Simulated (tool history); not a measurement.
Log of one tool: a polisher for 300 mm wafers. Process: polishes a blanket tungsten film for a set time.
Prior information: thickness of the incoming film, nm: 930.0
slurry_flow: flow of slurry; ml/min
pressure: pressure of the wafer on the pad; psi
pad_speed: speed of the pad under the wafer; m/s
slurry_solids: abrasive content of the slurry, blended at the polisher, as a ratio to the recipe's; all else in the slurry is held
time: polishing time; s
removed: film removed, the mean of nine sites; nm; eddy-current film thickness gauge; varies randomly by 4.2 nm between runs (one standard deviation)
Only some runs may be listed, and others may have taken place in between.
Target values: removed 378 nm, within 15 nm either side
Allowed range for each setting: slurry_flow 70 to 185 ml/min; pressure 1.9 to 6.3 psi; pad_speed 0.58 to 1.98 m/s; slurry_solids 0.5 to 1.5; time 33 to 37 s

run 1 hour=0 | slurry_flow=120 pressure=4.1 pad_speed=1.28 slurry_solids=1 time=37 | removed=262.93
run 2 hour=8.3 | slurry_flow=135 pressure=4.1 pad_speed=1.28 slurry_solids=1 time=37 | removed=274.9
run 3 hour=12.9 | slurry_flow=140 pressure=4.2 pad_speed=1.28 slurry_solids=1 time=37 | removed=286.01
run 4 hour=18.2 | slurry_flow=140 pressure=4.2 pad_speed=1.28 slurry_solids=0.85 time=37 | removed=273.1
run 5 hour=23.3 | slurry_flow=140 pressure=4.2 pad_speed=1.28 slurry_solids=0.85 time=33 | removed=240.32
run 6 hour=27.8 | slurry_flow=145 pressure=4.4 pad_speed=1.28 slurry_solids=0.85 time=33 | removed=252.9
run 7 hour=29.1 | slurry_flow=145 pressure=4.6 pad_speed=1.28 slurry_solids=0.85 time=33 | removed=263.15
run 8 hour=34.9 | slurry_flow=155 pressure=5.7 pad_speed=1.32 slurry_solids=0.85 time=33 | removed=320.45
run 9 hour=35.8 | slurry_flow=155 pressure=5.8 pad_speed=1.34 slurry_solids=0.85 time=33 | removed=327.48
run 10 hour=38.1 | slurry_flow=165 pressure=6.3 pad_speed=1.36 slurry_solids=0.85 time=33 | removed=359.68

Exactly one of the 5 candidate moves below puts every result within its allowed miss. Which one?
run A hour=40.4 | slurry_flow=145 pressure=5.8 pad_speed=1.46 slurry_solids=1 time=35 | removed=?
run B hour=40.4 | slurry_flow=160 pressure=6.1 pad_speed=1.28 slurry_solids=0.8 time=33 | removed=?
run C hour=40.4 | slurry_flow=160 pressure=6.1 pad_speed=1.28 slurry_solids=1 time=33 | removed=?
run D hour=40.4 | slurry_flow=160 pressure=6.1 pad_speed=1.4 slurry_solids=0.8 time=33 | removed=?
run E hour=40.4 | slurry_flow=145 pressure=6.2 pad_speed=1.22 slurry_solids=0.6 time=37 | removed=?

move=A removed=378.33
move=B removed=328.8
move=C removed=341.3
move=D removed=352.23
move=E removed=339.92
A: all results in spec
B: its largest miss is bigger than the last run's
C: its largest miss is bigger than the last run's
D: its largest miss is bigger than the last run's
E: its largest miss is bigger than the last run's
Correct choice: A, which meets every target

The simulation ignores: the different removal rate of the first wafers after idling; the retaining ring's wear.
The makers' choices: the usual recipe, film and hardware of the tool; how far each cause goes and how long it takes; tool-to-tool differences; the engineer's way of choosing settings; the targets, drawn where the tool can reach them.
